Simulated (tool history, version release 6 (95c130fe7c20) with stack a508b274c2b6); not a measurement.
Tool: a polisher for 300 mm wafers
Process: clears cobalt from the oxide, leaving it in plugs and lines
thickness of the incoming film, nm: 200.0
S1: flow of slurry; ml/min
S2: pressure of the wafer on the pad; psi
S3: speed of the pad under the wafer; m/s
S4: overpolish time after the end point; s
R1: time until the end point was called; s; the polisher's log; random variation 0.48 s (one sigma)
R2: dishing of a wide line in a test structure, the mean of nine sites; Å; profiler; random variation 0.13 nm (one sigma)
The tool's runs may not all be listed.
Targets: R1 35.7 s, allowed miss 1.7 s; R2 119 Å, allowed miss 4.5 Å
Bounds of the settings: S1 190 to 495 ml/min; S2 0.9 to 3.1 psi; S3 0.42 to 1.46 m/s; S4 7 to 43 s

run  hour   S1   S2    S3  S4      R1      R2
  1     0  320    2  0.94  22  42.429   122.6
  2   8.3  320    2  0.94  26  43.167  125.66
  3  11.5  320  2.1  0.94  22  41.143  124.14
  4  14.3  320  2.2  0.96  18   38.57  127.26
  5  15.9  385  2.2  0.96  18  38.319  125.15
  6  17.4  385  2.2  0.96  11  38.734  121.59
  7  24.3  405  2.2  0.98  10  36.833  120.88
  8  25.1  415  2.2  0.98   9   36.52  121.17
  9  26.7  430  2.2  0.98   8  37.556  118.87

Which of these 4 next moves meets every target?
  A  28.3  495  1.9  1.02   7   ?   ?
  B  28.3  495    2  0.96   7   ?   ?
  C  28.3  335  1.7  1.16   9   ?   ?
  D  28.3  420  2.3     1   7   ?   ?

move      R1      R2
   A  39.444  115.17
   B  39.701  115.04
   C  39.655  119.13
   D  34.349  117.45
A: further off than the last run
B: further off than the last run
C: further off than the last run
D: meets every target
The right move is D.
